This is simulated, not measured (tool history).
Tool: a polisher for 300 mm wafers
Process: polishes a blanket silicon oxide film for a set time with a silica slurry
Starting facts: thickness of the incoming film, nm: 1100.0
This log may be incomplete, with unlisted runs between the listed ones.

run,hour,flow of slurry (ml/min),pressure of the wafer on the pad (kPa),speed of the pad under the wafer (m/s),abrasive content of the slurry,polishing time (s),film removed (angstrom)
1,0,125,27.6,0.96,1,127,3109.7
2,6,125,26.9,0.96,1,127,3028
3,13.2,125,26.2,0.96,1,127,2976.7
4,18,125,26.2,0.96,1,132,3091.3
5,26.6,135,26.2,0.96,1,132,3110.2
6,30.7,135,26.2,0.96,1,132,3102.3
7,37.4,135,25.5,0.96,1,132,2994.7
8,43.1,135,24.8,0.96,1,132,2972.3
9,50.2,135,24.1,0.96,1,132,2869.2

The next listed run, before its measurement:
10,53,110,19.3,0.96,1,132,?

film removed (angstrom): 2196.3
